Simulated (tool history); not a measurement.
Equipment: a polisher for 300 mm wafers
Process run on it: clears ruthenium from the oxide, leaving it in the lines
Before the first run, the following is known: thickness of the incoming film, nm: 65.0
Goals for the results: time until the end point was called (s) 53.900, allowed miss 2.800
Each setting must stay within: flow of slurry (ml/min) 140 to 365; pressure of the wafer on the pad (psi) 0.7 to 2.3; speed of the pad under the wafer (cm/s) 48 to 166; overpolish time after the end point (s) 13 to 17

run,hour,flow of slurry (ml/min),pressure of the wafer on the pad (psi),speed of the pad under the wafer (cm/s),overpolish time after the end point (s),time until the end point was called (s)
1,0.0,235,1.5,106,17,84.771
2,3.7,235,1.5,128,17,75.380
3,6.3,235,1.6,130,17,68.708
4,10.5,235,1.6,130,13,69.687
5,18.8,235,1.6,130,17,70.840
6,26.6,235,1.6,130,17,70.111
7,30.2,235,1.7,132,17,64.916
8,31.3,235,1.8,132,17,64.239
9,36.3,235,2.2,136,17,49.712

Exactly one of the 5 candidate moves below puts every result within its allowed miss. Which one?
A,41.3,245,2.1,150,17,?
B,41.3,190,2.3,94,17,?
C,41.3,255,2.0,114,13,?
D,41.3,195,2.1,122,13,?
E,41.3,270,2.0,142,17,?

move,time until the end point was called (s)
A,49.183
B,62.431
C,61.359
D,58.094
E,52.949
A: further off than the last run
B: pushes the last run's worst result past its target
C: pushes the last run's worst result past its target
D: pushes the last run's worst result past its target
E: every result lands within tolerance
Answer: E

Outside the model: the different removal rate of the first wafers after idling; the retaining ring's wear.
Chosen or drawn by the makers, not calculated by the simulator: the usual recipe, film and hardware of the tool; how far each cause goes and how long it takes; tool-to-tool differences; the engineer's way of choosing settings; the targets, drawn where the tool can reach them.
